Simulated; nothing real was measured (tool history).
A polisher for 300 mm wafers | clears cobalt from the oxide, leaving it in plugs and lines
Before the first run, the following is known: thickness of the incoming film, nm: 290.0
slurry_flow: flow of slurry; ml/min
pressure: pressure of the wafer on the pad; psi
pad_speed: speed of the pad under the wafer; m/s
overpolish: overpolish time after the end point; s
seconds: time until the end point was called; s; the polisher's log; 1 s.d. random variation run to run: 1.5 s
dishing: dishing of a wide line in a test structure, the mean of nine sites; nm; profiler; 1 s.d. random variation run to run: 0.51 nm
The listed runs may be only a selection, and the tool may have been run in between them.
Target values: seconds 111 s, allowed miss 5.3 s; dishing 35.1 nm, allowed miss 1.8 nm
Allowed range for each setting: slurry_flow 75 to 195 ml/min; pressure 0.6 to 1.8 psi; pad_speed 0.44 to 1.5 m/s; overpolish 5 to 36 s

run,hour,slurry_flow,pressure,pad_speed,overpolish,seconds,dishing
1,0,125,1.2,0.96,18,88.524,39.392
2,0.6,140,1.2,0.96,18,88.106,39.721
3,2.4,140,1.4,0.96,18,77.551,43.022
4,5.6,140,1.4,0.96,15,77.165,39.155
5,9.2,155,1.4,0.96,15,75.65,38.592
6,14.6,140,1.4,0.96,15,78.845,38.879
7,15.7,135,1.4,0.96,15,77.506,37.683
8,20.2,135,1.3,0.96,15,81.46,36.926

Below are 4 possible settings for the next run. Only one of them brings all results inside the allowed miss of their targets. Which is it?
A,24.7,175,0.9,0.9,15,?,?
B,24.7,120,1,0.88,19,?,?
C,24.7,135,1.2,0.86,15,?,?
D,24.7,140,1.4,0.76,13,?,?

move,seconds,dishing
A,110.72,29.462
B,111.07,34.772
C,97.23,32.325
D,96.626,29.269
A: puts the biggest miss on target and leaves a different result outside tolerance
B: every result lands within tolerance
C: an improvement on the last run, though not all results are within tolerance
D: an improvement on the last run, though not all results are within tolerance
Move B is the one to make.
